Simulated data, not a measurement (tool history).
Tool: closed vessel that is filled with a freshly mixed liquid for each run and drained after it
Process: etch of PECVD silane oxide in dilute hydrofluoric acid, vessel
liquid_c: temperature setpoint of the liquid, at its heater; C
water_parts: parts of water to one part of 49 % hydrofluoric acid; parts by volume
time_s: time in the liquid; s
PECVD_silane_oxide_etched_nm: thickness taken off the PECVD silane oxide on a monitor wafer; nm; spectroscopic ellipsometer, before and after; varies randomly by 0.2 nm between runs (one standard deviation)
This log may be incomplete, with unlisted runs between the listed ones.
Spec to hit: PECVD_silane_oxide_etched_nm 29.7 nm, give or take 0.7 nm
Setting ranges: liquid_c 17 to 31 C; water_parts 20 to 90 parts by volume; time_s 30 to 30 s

run,hour,liquid_c,water_parts,time_s,PECVD_silane_oxide_etched_nm
1,0,23,50,30,13.209
2,8.4,23,60,30,10.918
3,15,23,65,30,9.9439
4,24,21.5,65,30,9.4572
5,28.4,21.5,65,30,9.4619
6,29.3,20,65,30,8.8322
7,37.3,23.5,50,30,13.496
8,42.6,26,40,30,18.879
9,49.5,30,25,30,36.496
10,55.6,29,25,30,35.121
11,61.5,28,25,30,33.397

Exactly one of the 5 candidate moves below puts every result within its allowed miss. Which one?
A,67.4,31,30,30,?
B,67.4,30.5,30,30,?
C,67.4,29.5,30,30,?
D,67.4,28,30,30,?
E,67.4,28.5,30,30,?

move,PECVD_silane_oxide_etched_nm
A,31.549
B,30.928
C,29.714
D,27.967
E,28.54
A: closes in on the targets versus the last run, not all within tolerance yet
B: closes in on the targets versus the last run, not all within tolerance yet
C: in spec on every target
D: carries the result that was furthest off beyond its target, to the other side
E: carries the result that was furthest off beyond its target, to the other side
Correct choice: C, which meets every target
